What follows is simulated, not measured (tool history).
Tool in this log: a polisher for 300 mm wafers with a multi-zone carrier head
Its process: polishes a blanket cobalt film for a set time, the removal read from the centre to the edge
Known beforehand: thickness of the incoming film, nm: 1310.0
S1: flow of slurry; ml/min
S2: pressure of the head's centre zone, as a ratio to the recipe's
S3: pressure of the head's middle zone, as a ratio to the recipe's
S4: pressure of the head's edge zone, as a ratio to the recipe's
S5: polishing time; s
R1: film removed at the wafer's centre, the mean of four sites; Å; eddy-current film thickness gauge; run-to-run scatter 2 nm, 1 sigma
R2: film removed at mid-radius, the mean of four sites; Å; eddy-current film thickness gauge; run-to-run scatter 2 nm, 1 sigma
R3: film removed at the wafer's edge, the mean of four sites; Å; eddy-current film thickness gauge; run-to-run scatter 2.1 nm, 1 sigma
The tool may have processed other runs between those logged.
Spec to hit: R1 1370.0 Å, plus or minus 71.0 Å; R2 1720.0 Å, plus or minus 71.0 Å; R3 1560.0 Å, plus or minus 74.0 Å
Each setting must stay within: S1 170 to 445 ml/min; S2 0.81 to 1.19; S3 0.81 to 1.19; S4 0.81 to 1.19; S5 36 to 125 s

| run | hour | S1 | S2 | S3 | S4 | S5 | R1 | R2 | R3 |
|---|---|---|---|---|---|---|---|---|---|
| 1 | 0.0 | 285 | 1.00 | 1.00 | 1.00 | 80 | 2217.9 | 2242.4 | 2203.7 |
| 2 | 1.0 | 285 | 0.98 | 1.01 | 0.99 | 77 | 2122.8 | 2193.7 | 2071.0 |
| 3 | 6.3 | 280 | 0.96 | 1.01 | 1.00 | 74 | 1957.6 | 2105.8 | 2004.9 |
| 4 | 8.8 | 280 | 0.96 | 1.01 | 1.07 | 74 | 1956.7 | 2087.9 | 2064.1 |
| 5 | 9.8 | 280 | 0.96 | 1.01 | 1.01 | 74 | 1955.3 | 2092.2 | 1998.0 |
| 6 | 18.0 | 280 | 0.99 | 1.01 | 1.01 | 74 | 2014.3 | 2098.8 | 2023.2 |
| 7 | 20.4 | 275 | 0.97 | 1.01 | 1.01 | 72 | 1879.3 | 2015.2 | 1990.0 |
| 8 | 24.4 | 280 | 0.95 | 1.01 | 1.00 | 70 | 1858.6 | 1959.5 | 1889.1 |
| 9 | 28.8 | 275 | 0.93 | 1.02 | 1.00 | 69 | 1740.4 | 1964.1 | 1900.0 |
| 10 | 34.7 | 280 | 0.92 | 1.03 | 0.99 | 67 | 1684.6 | 1949.0 | 1788.9 |
| 11 | 37.8 | 280 | 0.91 | 1.03 | 0.98 | 66 | 1660.0 | 1929.7 | 1791.6 |
| 12 | 42.7 | 280 | 0.90 | 1.03 | 0.97 | 65 | 1612.1 | 1842.8 | 1752.1 |
| 13 | 49.6 | 280 | 0.89 | 1.04 | 0.96 | 64 | 1588.7 | 1919.6 | 1740.8 |

Below are 4 possible settings for the next run. Only one of them brings all results inside the allowed miss of their targets. Which is it?
| A | 56.5 | 265 | 0.94 | 1.03 | 1.02 | 77 | ? | ? | ? |
| B | 56.5 | 395 | 1.00 | 0.93 | 0.84 | 59 | ? | ? | ? |
| C | 56.5 | 295 | 0.85 | 1.04 | 0.97 | 59 | ? | ? | ? |
| D | 56.5 | 390 | 1.06 | 1.19 | 0.81 | 63 | ? | ? | ? |

| move | R1 | R2 | R3 |
|---|---|---|---|
| A | 1978.3 | 2229.5 | 2078.3 |
| B | 1683.8 | 1630.3 | 1501.6 |
| C | 1388.6 | 1744.8 | 1569.0 |
| D | 1908.1 | 2144.3 | 1571.3 |
A: moves away from the targets compared with the last run
B: moves away from the targets compared with the last run
C: all results land within tolerance of their targets
D: moves away from the targets compared with the last run
Go with C: it meets all targets.
